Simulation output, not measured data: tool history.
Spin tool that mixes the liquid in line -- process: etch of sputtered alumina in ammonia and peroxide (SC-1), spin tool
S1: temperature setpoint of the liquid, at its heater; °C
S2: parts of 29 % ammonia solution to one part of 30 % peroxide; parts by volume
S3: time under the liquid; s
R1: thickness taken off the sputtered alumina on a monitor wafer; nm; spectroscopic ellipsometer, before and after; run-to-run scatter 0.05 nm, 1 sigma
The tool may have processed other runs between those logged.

run,hour,S1,S2,S3,R1
1,0,58,0.6,80,5.0208
2,1.5,60,0.6,80,5.5714
3,7.1,61.5,0.6,80,6.0729
4,14.1,57.5,0.6,80,4.9478
5,15.5,54.5,0.6,80,4.1853
6,19.2,57,0.6,80,4.8387
7,26.9,57,0.6,80,4.801
8,30.6,59,0.6,80,5.3423
9,39.3,59,0.6,80,5.3042

For run 10, what comes out?
10,41.9,60.5,0.6,80,?

{"run 10": {"R1": 5.7169}}
